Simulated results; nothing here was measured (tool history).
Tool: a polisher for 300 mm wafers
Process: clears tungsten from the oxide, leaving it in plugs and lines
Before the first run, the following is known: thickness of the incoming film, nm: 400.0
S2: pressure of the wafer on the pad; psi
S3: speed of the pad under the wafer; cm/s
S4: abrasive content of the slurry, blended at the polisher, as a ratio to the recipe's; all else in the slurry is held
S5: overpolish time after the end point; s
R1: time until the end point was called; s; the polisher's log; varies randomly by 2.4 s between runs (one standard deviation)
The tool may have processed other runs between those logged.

{"run": 1, "day": 0.0, "flow of slurry (ml/min)": 140, "S2": 2.6, "S3": 136, "S4": 1.0, "S5": 9, "R1": 94.722}
{"run": 2, "day": 0.021, "flow of slurry (ml/min)": 140, "S2": 2.6, "S3": 136, "S4": 0.85, "S5": 9, "R1": 101.91}
{"run": 3, "day": 0.167, "flow of slurry (ml/min)": 140, "S2": 3.1, "S3": 136, "S4": 0.85, "S5": 9, "R1": 85.155}
{"run": 4, "day": 0.392, "flow of slurry (ml/min)": 125, "S2": 3.1, "S3": 136, "S4": 0.85, "S5": 9, "R1": 88.374}
{"run": 5, "day": 0.638, "flow of slurry (ml/min)": 125, "S2": 3.1, "S3": 166, "S4": 0.85, "S5": 9, "R1": 73.515}
{"run": 6, "day": 0.988, "flow of slurry (ml/min)": 125, "S2": 2.7, "S3": 162, "S4": 0.85, "S5": 9, "R1": 85.118}
{"run": 7, "day": 1.329, "flow of slurry (ml/min)": 125, "S2": 2.4, "S3": 160, "S4": 0.85, "S5": 9, "R1": 95.733}
{"run": 8, "day": 1.633, "flow of slurry (ml/min)": 125, "S2": 2.2, "S3": 158, "S4": 0.85, "S5": 9, "R1": 99.916}
{"run": 9, "day": 1.862, "flow of slurry (ml/min)": 125, "S2": 2.0, "S3": 156, "S4": 0.85, "S5": 9, "R1": 108.82}

Run 10 comes next. What will it give?
{"run": 10, "day": 2.158, "flow of slurry (ml/min)": 125, "S2": 1.9, "S3": 154, "S4": 0.85, "S5": 9, "R1": "?"}

R1: 114.440 s
